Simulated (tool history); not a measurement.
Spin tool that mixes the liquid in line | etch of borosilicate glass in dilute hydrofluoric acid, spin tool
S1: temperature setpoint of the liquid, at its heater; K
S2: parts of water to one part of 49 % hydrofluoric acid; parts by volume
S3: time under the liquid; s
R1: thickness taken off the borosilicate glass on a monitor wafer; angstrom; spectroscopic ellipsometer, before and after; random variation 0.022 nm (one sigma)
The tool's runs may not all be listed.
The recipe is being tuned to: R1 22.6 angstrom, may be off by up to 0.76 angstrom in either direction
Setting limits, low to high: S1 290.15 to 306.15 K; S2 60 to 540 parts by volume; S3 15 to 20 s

run,day,S1,S2,S3,R1
1,0,298.15,300,20,27.807
2,0.188,298.15,230,20,38.765
3,0.25,298.15,320,20,25.105
4,0.454,298.15,410,20,18.157
5,0.525,299.65,405,20,19.42
6,0.588,299.65,405,15,14.438
7,0.867,299.65,375,15,15.827
8,1.062,298.15,360,15,16.141
9,1.412,299.65,360,15,16.862

Pick the move, out of 4, that brings all results within their allowed miss; only one does.
A,1.762,294.15,325,20,?
B,1.762,297.15,285,15,?
C,1.762,301.65,320,15,?
D,1.762,299.65,360,20,?

move,R1
A,21.388
B,21.114
C,21.12
D,22.533
A: an improvement on the last run, though not all results are within tolerance
B: an improvement on the last run, though not all results are within tolerance
C: an improvement on the last run, though not all results are within tolerance
D: hits every target within its allowed miss
The move that meets every target is D.

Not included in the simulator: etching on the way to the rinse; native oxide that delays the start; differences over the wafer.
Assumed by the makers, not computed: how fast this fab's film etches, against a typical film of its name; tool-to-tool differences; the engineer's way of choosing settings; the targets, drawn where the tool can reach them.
